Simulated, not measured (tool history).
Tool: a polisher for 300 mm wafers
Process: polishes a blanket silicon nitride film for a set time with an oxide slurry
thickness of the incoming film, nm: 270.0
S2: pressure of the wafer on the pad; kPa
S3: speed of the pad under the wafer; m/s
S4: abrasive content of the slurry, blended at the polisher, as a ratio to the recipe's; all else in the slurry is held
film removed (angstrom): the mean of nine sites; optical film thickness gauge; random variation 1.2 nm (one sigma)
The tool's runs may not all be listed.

Run 1, hour 0.0: flow of slurry (ml/min) 160, S2 33.1 kPa, S3 1.36 m/s, S4 1.00, polishing time (s) 65. Result: film removed (angstrom) 650.31.
Run 2, hour 2.6: flow of slurry (ml/min) 165, S2 38.6 kPa, S3 1.42 m/s, S4 1.00, polishing time (s) 65. Result: film removed (angstrom) 789.35.
Run 3, hour 3.6: flow of slurry (ml/min) 165, S2 38.6 kPa, S3 1.42 m/s, S4 1.15, polishing time (s) 65. Result: film removed (angstrom) 830.05.
Run 4, hour 11.8: flow of slurry (ml/min) 165, S2 38.6 kPa, S3 1.28 m/s, S4 1.15, polishing time (s) 65. Result: film removed (angstrom) 756.29.
Run 5, hour 18.6: flow of slurry (ml/min) 165, S2 38.6 kPa, S3 1.12 m/s, S4 1.15, polishing time (s) 65. Result: film removed (angstrom) 697.63.
Run 6, hour 23.8: flow of slurry (ml/min) 165, S2 38.6 kPa, S3 1.12 m/s, S4 1.35, polishing time (s) 65. Result: film removed (angstrom) 742.90.
Run 7, hour 25.8: flow of slurry (ml/min) 170, S2 42.7 kPa, S3 1.22 m/s, S4 1.35, polishing time (s) 65. Result: film removed (angstrom) 849.08.

Run 8 comes next. What will it give?
Run 8, hour 28.2: flow of slurry (ml/min) 175, S2 51.7 kPa, S3 1.60 m/s, S4 1.40, polishing time (s) 65. Result: film removed (angstrom) ?.

Run 8 gave film removed (angstrom) 1297.90.
